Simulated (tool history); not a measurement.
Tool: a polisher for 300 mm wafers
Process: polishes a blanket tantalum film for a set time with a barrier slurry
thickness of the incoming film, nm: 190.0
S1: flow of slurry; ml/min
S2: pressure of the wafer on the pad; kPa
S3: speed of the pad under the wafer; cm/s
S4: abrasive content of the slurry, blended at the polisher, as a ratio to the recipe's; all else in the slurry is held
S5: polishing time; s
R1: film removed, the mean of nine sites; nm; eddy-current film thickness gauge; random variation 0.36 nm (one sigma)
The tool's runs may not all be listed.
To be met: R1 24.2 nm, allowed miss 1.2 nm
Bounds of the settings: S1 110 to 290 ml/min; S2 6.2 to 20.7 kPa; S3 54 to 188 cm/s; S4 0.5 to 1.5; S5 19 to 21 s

run 1 hour=0 | S1=185 S2=13.1 S3=120 S4=1 S5=21 | R1=38.038
run 2 hour=6.9 | S1=185 S2=11.7 S3=118 S4=1 S5=21 | R1=33.75
run 3 hour=14 | S1=185 S2=11.7 S3=118 S4=1 S5=21 | R1=33.728
run 4 hour=15.7 | S1=185 S2=11.7 S3=102 S4=1 S5=21 | R1=29.864
run 5 hour=24.4 | S1=185 S2=11.7 S3=102 S4=1 S5=21 | R1=29.275
run 6 hour=33.1 | S1=225 S2=11.7 S3=102 S4=1 S5=21 | R1=29.396
run 7 hour=35.1 | S1=225 S2=11 S3=102 S4=1 S5=21 | R1=28.584
run 8 hour=36.9 | S1=225 S2=10.3 S3=102 S4=1 S5=21 | R1=26.658
run 9 hour=45 | S1=225 S2=9.7 S3=102 S4=1 S5=21 | R1=25.97

Which of these 4 next moves meets every target?
run A hour=53.1 | S1=190 S2=11 S3=96 S4=1.15 S5=21 | R1=?
run B hour=53.1 | S1=240 S2=11 S3=84 S4=1.1 S5=21 | R1=?
run C hour=53.1 | S1=225 S2=11.7 S3=108 S4=0.9 S5=19 | R1=?
run D hour=53.1 | S1=270 S2=11 S3=102 S4=1.1 S5=19 | R1=?

move=A R1=28.163
move=B R1=24.959
move=C R1=28.205
move=D R1=27.477
A: further off than the last run
B: meets every target
C: further off than the last run
D: further off than the last run
Move B is the one to make.
